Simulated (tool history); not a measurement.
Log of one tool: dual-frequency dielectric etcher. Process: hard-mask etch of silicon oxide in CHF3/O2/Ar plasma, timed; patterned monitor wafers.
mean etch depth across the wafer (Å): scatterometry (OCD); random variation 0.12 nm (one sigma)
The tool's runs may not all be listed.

run,hour,source power (kW),bias power (kW),etch time (s),mean etch depth across the wafer (Å)
1,0.0,0.810,0.231,13.5,335.35
2,1.5,0.770,0.226,13.5,328.55
3,4.7,0.770,0.226,12.5,304.95
4,8.7,0.750,0.225,12.5,301.16
5,12.8,0.670,0.225,12.5,291.66
6,21.8,0.660,0.225,12.5,290.68
7,27.3,0.650,0.225,12.5,285.29
8,29.4,0.640,0.225,12.5,285.63

Forecast run 9:
9,32.3,0.630,0.225,12.5,?

Run 9 gave mean etch depth across the wafer (Å) 284.55.
